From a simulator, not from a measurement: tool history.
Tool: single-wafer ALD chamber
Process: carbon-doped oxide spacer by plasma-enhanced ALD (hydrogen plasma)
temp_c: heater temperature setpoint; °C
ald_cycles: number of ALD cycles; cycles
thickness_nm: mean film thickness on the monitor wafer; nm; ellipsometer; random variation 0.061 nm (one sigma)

| run | hour | temp_c | ald_cycles | thickness_nm |
|---|---|---|---|---|
| 1 | 0 | 405 | 437 | 20.971 |
| 2 | 6.3 | 405 | 376 | 18.127 |
| 3 | 15.3 | 403 | 402 | 19.527 |
| 4 | 21.1 | 395 | 402 | 19.59 |
| 5 | 26.3 | 395 | 357 | 17.444 |
| 6 | 27.8 | 390 | 357 | 17.368 |
| 7 | 37.6 | 390 | 386 | 18.83 |

Forecast run 8:
| 8 | 42.2 | 390 | 408 | ? |

Run 8 gave thickness_nm 19.915 nm.

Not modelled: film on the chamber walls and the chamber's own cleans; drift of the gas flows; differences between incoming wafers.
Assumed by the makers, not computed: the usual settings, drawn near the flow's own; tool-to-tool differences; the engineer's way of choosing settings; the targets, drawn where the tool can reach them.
